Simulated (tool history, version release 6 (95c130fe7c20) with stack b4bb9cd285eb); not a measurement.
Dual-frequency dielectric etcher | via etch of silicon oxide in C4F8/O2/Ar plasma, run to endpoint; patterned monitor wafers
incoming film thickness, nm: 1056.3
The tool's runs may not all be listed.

run  hour  source power (W)  bias power (W)  endpoint time (s)
  1     0              2650            1875             197.77
  2   6.8              2650            1647             206.18
  3  10.3              2570            1630             205.79
  4    19              2570            1504             209.96
  5  27.2              2980            1504             202.42
  6  30.7              2860            1457             205.15

The next listed run, before its measurement:
  7  36.9              2760            1419                  ?

Run 7 gave endpoint time (s) 210.02.

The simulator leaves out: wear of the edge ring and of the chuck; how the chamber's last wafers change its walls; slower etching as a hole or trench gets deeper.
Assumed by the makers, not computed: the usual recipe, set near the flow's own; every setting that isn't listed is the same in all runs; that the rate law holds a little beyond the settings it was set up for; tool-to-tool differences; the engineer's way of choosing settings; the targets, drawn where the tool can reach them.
